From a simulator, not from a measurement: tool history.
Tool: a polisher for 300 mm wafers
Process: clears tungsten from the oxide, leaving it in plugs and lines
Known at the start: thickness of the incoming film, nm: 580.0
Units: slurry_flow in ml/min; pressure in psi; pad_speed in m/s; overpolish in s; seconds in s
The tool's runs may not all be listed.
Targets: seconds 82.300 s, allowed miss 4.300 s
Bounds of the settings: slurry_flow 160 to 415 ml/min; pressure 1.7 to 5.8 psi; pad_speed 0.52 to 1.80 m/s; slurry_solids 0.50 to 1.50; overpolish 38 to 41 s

Run 1, hour 0.0: slurry_flow 265 ml/min, pressure 3.7 psi, pad_speed 1.16 m/s, slurry_solids 1.00, overpolish 38 s. Result: seconds 123.240 s.
Run 2, hour 7.6: slurry_flow 265 ml/min, pressure 2.9 psi, pad_speed 1.16 m/s, slurry_solids 1.00, overpolish 38 s. Result: seconds 159.880 s.
Run 3, hour 10.8: slurry_flow 265 ml/min, pressure 3.1 psi, pad_speed 1.16 m/s, slurry_solids 1.00, overpolish 38 s. Result: seconds 149.070 s.
Run 4, hour 13.4: slurry_flow 265 ml/min, pressure 3.3 psi, pad_speed 1.16 m/s, slurry_solids 1.00, overpolish 38 s. Result: seconds 139.820 s.
Run 5, hour 20.8: slurry_flow 265 ml/min, pressure 3.5 psi, pad_speed 1.16 m/s, slurry_solids 1.00, overpolish 38 s. Result: seconds 129.700 s.
At hour 27.7: slurry blender recalibrated.
Run 6, hour 27.7: slurry_flow 265 ml/min, pressure 3.6 psi, pad_speed 1.16 m/s, slurry_solids 1.00, overpolish 38 s. Result: seconds 122.200 s.
Run 7, hour 35.8: slurry_flow 265 ml/min, pressure 3.7 psi, pad_speed 1.16 m/s, slurry_solids 1.00, overpolish 38 s. Result: seconds 122.330 s.
Run 8, hour 37.2: slurry_flow 265 ml/min, pressure 3.8 psi, pad_speed 1.16 m/s, slurry_solids 1.00, overpolish 38 s. Result: seconds 116.450 s.
Run 9, hour 39.3: slurry_flow 265 ml/min, pressure 3.9 psi, pad_speed 1.16 m/s, slurry_solids 1.00, overpolish 38 s. Result: seconds 116.590 s.
Run 10, hour 45.0: slurry_flow 265 ml/min, pressure 4.0 psi, pad_speed 1.16 m/s, slurry_solids 1.00, overpolish 38 s. Result: seconds 107.380 s.
Run 11, hour 49.1: slurry_flow 265 ml/min, pressure 4.1 psi, pad_speed 1.16 m/s, slurry_solids 1.00, overpolish 38 s. Result: seconds 109.820 s.
Run 12, hour 55.4: slurry_flow 265 ml/min, pressure 4.2 psi, pad_speed 1.16 m/s, slurry_solids 1.00, overpolish 38 s. Result: seconds 107.870 s.
Run 13, hour 56.7: slurry_flow 265 ml/min, pressure 4.3 psi, pad_speed 1.16 m/s, slurry_solids 1.00, overpolish 38 s. Result: seconds 103.220 s.
Run 14, hour 63.0: slurry_flow 265 ml/min, pressure 4.4 psi, pad_speed 1.16 m/s, slurry_solids 1.00, overpolish 38 s. Result: seconds 100.070 s.
Run 15, hour 71.3: slurry_flow 265 ml/min, pressure 4.4 psi, pad_speed 1.16 m/s, slurry_solids 1.00, overpolish 38 s. Result: seconds 97.806 s.
Run 16, hour 75.5: slurry_flow 265 ml/min, pressure 4.5 psi, pad_speed 1.16 m/s, slurry_solids 1.00, overpolish 38 s. Result: seconds 96.999 s.
Run 17, hour 76.6: slurry_flow 265 ml/min, pressure 4.6 psi, pad_speed 1.16 m/s, slurry_solids 1.00, overpolish 38 s. Result: seconds 96.273 s.

5 next moves are on the table. One of them brings every result within its allowed miss. Which?
Run A, hour 77.7: slurry_flow 225 ml/min, pressure 3.9 psi, pad_speed 1.40 m/s, slurry_solids 1.15, overpolish 41 s. Result: seconds ?.
Run B, hour 77.7: slurry_flow 275 ml/min, pressure 3.9 psi, pad_speed 1.08 m/s, slurry_solids 1.15, overpolish 41 s. Result: seconds ?.
Run C, hour 77.7: slurry_flow 220 ml/min, pressure 4.5 psi, pad_speed 1.34 m/s, slurry_solids 1.25, overpolish 38 s. Result: seconds ?.
Run D, hour 77.7: slurry_flow 235 ml/min, pressure 4.6 psi, pad_speed 1.26 m/s, slurry_solids 1.00, overpolish 38 s. Result: seconds ?.
Run E, hour 77.7: slurry_flow 275 ml/min, pressure 3.5 psi, pad_speed 1.36 m/s, slurry_solids 1.00, overpolish 41 s. Result: seconds ?.

move  seconds
   A   91.189
   B  114.910
   C   81.435
   D   88.363
   E  105.300
A: nearer than the last run, and not there yet
B: further off than the last run
C: meets every target
D: nearer than the last run, and not there yet
E: further off than the last run
The right move is C.
